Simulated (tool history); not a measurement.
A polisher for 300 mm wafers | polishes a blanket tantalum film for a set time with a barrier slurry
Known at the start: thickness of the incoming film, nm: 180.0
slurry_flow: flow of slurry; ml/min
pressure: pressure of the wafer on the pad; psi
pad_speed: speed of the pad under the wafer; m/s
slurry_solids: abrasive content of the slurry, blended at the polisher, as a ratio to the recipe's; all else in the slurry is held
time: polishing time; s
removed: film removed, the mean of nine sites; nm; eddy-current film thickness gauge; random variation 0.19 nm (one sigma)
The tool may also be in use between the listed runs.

run  hour  slurry_flow  pressure  pad_speed  slurry_solids  time  removed
  1     0          240       1.3       1.28              1    28    41.71
  2     4          240       1.1        1.2              1    28   33.535
  3   5.6          270       1.1        1.2              1    28   33.727
  4   9.4          270       1.1        1.2              1    25    30.37
  5  10.6          270         1       1.16              1    25   26.318
  6    17          290         1       1.16              1    25   26.668

Run 7 comes next. What will it give?
  7  18.4          290       0.9       1.14              1    25        ?

{"run 7": {"removed": 23.988}}
